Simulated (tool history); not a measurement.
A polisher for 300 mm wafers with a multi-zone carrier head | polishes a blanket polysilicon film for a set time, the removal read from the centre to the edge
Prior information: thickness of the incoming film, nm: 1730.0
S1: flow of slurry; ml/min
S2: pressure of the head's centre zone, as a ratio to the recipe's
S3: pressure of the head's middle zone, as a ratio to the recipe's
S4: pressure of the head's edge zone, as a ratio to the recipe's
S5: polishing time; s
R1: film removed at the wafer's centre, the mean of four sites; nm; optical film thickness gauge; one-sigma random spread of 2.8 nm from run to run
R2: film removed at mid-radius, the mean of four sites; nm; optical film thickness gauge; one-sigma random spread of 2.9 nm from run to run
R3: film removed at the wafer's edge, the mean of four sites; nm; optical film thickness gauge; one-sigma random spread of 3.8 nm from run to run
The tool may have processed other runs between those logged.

| run | hour | S1 | S2 | S3 | S4 | S5 | R1 | R2 | R3 |
|---|---|---|---|---|---|---|---|---|---|
| 1 | 0 | 220 | 1 | 1 | 1 | 38 | 359.68 | 353.14 | 366.19 |
| 2 | 3.3 | 210 | 0.99 | 0.99 | 0.99 | 38 | 352.86 | 351.49 | 356.29 |
| 3 | 5.6 | 165 | 0.99 | 0.99 | 0.99 | 38 | 339.1 | 329.61 | 352.25 |
| 4 | 13.6 | 165 | 0.99 | 0.99 | 0.94 | 38 | 340.88 | 334.5 | 345.4 |
| 5 | 21.3 | 165 | 0.99 | 1.04 | 0.94 | 38 | 340.08 | 337.31 | 347.36 |
| 6 | 25.4 | 165 | 0.99 | 1.04 | 0.94 | 47 | 421.93 | 422.34 | 414.26 |
| 7 | 31.9 | 160 | 0.97 | 1.02 | 0.93 | 45 | 393.39 | 397.04 | 396.67 |
| 8 | 34.1 | 155 | 0.96 | 1 | 0.92 | 44 | 375.45 | 383.27 | 390.83 |
| 9 | 41.5 | 155 | 0.96 | 0.99 | 0.92 | 43 | 369.35 | 370.88 | 368.08 |
| 10 | 50.1 | 150 | 0.95 | 0.97 | 0.93 | 43 | 357.06 | 360.54 | 375.55 |

Predict the results of run 11:
| 11 | 54.6 | 150 | 0.94 | 0.95 | 0.91 | 43 | ? | ? | ? |

R1: 354.01 nm
R2: 362.93 nm
R3: 380.67 nm
